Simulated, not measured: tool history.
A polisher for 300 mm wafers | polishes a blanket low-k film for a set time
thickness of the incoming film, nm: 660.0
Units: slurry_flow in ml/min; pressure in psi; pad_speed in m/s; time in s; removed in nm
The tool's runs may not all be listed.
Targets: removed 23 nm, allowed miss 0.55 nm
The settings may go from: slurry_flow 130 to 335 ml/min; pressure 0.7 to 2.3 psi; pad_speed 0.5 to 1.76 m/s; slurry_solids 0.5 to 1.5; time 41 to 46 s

run,day,slurry_flow,pressure,pad_speed,slurry_solids,time,removed
1,0,215,1.5,1.12,1,46,17.073
2,0.288,220,1.6,1.12,1,46,18.126
3,0.588,225,1.7,1.12,1,46,19.025
4,0.708,250,1.7,1.12,1,46,19.192
5,0.738,250,1.7,1.12,1,46,19.239
6,0.812,250,1.5,1.12,1,46,17.518
7,0.9,255,1.6,1.12,1,46,18.425
8,1.167,260,2,1.14,1,46,22.399

5 next moves are on the table. One of them brings every result within its allowed miss. Which?
A,1.433,285,1.9,1.28,0.85,45,?
B,1.433,260,2.2,1.06,0.95,44,?
C,1.433,335,2.2,1.3,0.85,42,?
D,1.433,295,2,1.06,1.05,45,?
E,1.433,270,1.9,1.16,1.05,45,?

move,removed
A,21.11
B,21.208
C,22.9
D,21.344
E,21.784
A: further off than the last run
B: further off than the last run
C: meets every target
D: further off than the last run
E: further off than the last run
The right move is C.
